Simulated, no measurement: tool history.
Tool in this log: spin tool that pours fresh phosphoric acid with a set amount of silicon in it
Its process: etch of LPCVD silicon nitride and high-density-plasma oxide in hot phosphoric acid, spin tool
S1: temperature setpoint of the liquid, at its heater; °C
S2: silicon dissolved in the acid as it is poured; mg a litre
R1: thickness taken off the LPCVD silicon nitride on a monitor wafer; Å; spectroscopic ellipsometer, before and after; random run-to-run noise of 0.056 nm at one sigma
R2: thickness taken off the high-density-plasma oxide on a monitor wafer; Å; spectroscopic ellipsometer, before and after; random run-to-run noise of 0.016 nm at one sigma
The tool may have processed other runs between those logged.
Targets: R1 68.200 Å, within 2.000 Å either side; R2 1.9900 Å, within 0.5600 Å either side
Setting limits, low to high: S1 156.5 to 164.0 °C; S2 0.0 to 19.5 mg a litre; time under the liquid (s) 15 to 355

run 1 hour=0.0 | S1=159.0 S2=8.5 time_under_the_liquid_(s)=180 | R1=155.870 R2=3.9360
run 2 hour=5.6 | S1=157.5 S2=8.5 time_under_the_liquid_(s)=180 | R1=148.890 R2=4.0868
run 3 hour=11.0 | S1=158.5 S2=8.5 time_under_the_liquid_(s)=180 | R1=150.500 R2=3.0958
run 4 hour=12.8 | S1=158.0 S2=8.5 time_under_the_liquid_(s)=180 | R1=153.480 R2=3.8372
run 5 hour=20.0 | S1=157.5 S2=8.0 time_under_the_liquid_(s)=135 | R1=110.360 R2=2.4797
run 6 hour=26.6 | S1=157.5 S2=10.5 time_under_the_liquid_(s)=135 | R1=110.240 R2=3.0032
run 7 hour=31.3 | S1=157.5 S2=11.0 time_under_the_liquid_(s)=110 | R1=90.493 R2=2.2177
run 8 hour=38.3 | S1=157.0 S2=13.0 time_under_the_liquid_(s)=100 | R1=79.928 R2=1.8151
run 9 hour=44.6 | S1=158.5 S2=9.5 time_under_the_liquid_(s)=50 | R1=42.225 R2=1.0972
run 10 hour=48.3 | S1=158.0 S2=12.0 time_under_the_liquid_(s)=60 | R1=49.366 R2=1.2257
run 11 hour=53.8 | S1=157.5 S2=10.0 time_under_the_liquid_(s)=70 | R1=56.969 R2=1.3051
run 12 hour=56.4 | S1=157.5 S2=13.0 time_under_the_liquid_(s)=75 | R1=61.672 R2=1.1830
run 13 hour=64.1 | S1=157.0 S2=11.0 time_under_the_liquid_(s)=80 | R1=64.425 R2=1.3941
run 14 hour=70.0 | S1=158.5 S2=5.5 time_under_the_liquid_(s)=75 | R1=62.428 R2=1.4161
run 15 hour=74.2 | S1=161.0 S2=0.5 time_under_the_liquid_(s)=85 | R1=77.442 R2=2.1920
run 16 hour=76.9 | S1=161.0 S2=3.0 time_under_the_liquid_(s)=80 | R1=73.715 R2=2.1739
run 17 hour=82.1 | S1=161.0 S2=4.5 time_under_the_liquid_(s)=80 | R1=72.945 R2=1.8330
run 18 hour=83.5 | S1=160.5 S2=3.0 time_under_the_liquid_(s)=80 | R1=71.932 R2=2.2811
run 19 hour=87.9 | S1=160.0 S2=3.5 time_under_the_liquid_(s)=80 | R1=71.376 R2=1.9699
run 20 hour=92.5 | S1=160.5 S2=4.0 time_under_the_liquid_(s)=80 | R1=73.352 R2=2.0446
run 21 hour=101.6 | S1=159.0 S2=0.5 time_under_the_liquid_(s)=75 | R1=65.431 R2=1.9582

Next run, 4 choices. One meets every target within its allowed miss, the rest don't. Which?
run A hour=110.7 | S1=158.0 S2=1.5 time_under_the_liquid_(s)=85 | R1=? R2=?
run B hour=110.7 | S1=158.5 S2=11.5 time_under_the_liquid_(s)=75 | R1=? R2=?
run C hour=110.7 | S1=158.5 S2=0.0 time_under_the_liquid_(s)=80 | R1=? R2=?
run D hour=110.7 | S1=157.0 S2=19.5 time_under_the_liquid_(s)=85 | R1=? R2=?

move=A R1=72.100 R2=1.8046
move=B R1=64.704 R2=1.3439
move=C R1=69.017 R2=1.8125
move=D R1=69.691 R2=1.1110
A: takes the result that was furthest off past its target
B: lands further from the targets than the last run did
C: all results in spec
D: gets the furthest-off result to its target, but another result is out of tolerance
The right move is C.
